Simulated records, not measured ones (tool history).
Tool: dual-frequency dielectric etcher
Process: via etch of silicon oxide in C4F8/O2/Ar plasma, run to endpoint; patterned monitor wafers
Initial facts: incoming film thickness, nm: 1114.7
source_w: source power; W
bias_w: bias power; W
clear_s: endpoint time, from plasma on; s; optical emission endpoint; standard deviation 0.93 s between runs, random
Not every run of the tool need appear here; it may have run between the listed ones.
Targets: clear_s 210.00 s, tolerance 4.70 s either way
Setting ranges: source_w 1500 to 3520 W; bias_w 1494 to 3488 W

| run | hour | source_w | bias_w | clear_s |
|---|---|---|---|---|
| 1 | 0.0 | 2510 | 2491 | 178.76 |
| 2 | 4.7 | 2740 | 2491 | 171.80 |
| 3 | 11.6 | 2320 | 2491 | 183.56 |
| 4 | 19.5 | 2160 | 2435 | 190.31 |
| 5 | 22.1 | 2040 | 2404 | 195.42 |
| 6 | 29.8 | 2040 | 2779 | 187.28 |
| 7 | 34.5 | 1920 | 2718 | 192.85 |
| 8 | 40.2 | 1500 | 2512 | 217.27 |

4 candidate next runs follow, results not yet known. Just one meets every target within its allowed miss. Identify it.
| A | 45.9 | 2090 | 2089 | ? |
| B | 45.9 | 1660 | 2461 | ? |
| C | 45.9 | 1660 | 3026 | ? |
| D | 45.9 | 1710 | 2941 | ? |

| move | clear_s |
|---|---|
| A | 201.20 |
| B | 210.90 |
| C | 198.32 |
| D | 197.68 |
A: pushes the last run's worst result past its target
B: in spec on every target
C: pushes the last run's worst result past its target
D: pushes the last run's worst result past its target
B meets every target.
